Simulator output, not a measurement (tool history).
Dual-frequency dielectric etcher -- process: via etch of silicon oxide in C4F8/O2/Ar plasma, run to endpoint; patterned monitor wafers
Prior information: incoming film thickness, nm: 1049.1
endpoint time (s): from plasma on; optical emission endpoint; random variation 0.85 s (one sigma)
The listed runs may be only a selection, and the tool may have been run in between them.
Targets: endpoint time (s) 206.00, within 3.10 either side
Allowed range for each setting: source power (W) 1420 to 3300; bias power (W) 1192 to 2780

| run | day | source power (W) | bias power (W) | endpoint time (s) |
|---|---|---|---|---|
| 1 | 0.000 | 2360 | 1986 | 182.79 |
| 2 | 0.204 | 2360 | 2165 | 179.82 |
| 3 | 0.496 | 2100 | 2165 | 187.52 |
| 4 | 0.679 | 1960 | 2146 | 191.61 |
| 5 | 0.950 | 2190 | 2146 | 185.53 |
| 6 | 1.300 | 2030 | 2121 | 190.39 |
| 7 | 1.533 | 1910 | 2103 | 194.66 |
| 8 | 1.675 | 1830 | 2091 | 197.42 |
| 9 | 1.938 | 1550 | 2057 | 210.91 |
| 10 | 2.012 | 1580 | 2060 | 210.23 |

Next run, 5 choices. One meets every target within its allowed miss, the rest don't. Which?
| A | 2.088 | 1680 | 2020 | ? |
| B | 2.088 | 1560 | 2023 | ? |
| C | 2.088 | 1460 | 2129 | ? |
| D | 2.088 | 1420 | 2219 | ? |
| E | 2.088 | 1420 | 2224 | ? |

| move | endpoint time (s) |
|---|---|
| A | 206.27 |
| B | 211.74 |
| C | 214.68 |
| D | 215.05 |
| E | 214.96 |
A: hits every target within its allowed miss
B: further off than the last run
C: further off than the last run
D: further off than the last run
E: further off than the last run
Correct choice: A, which meets every target
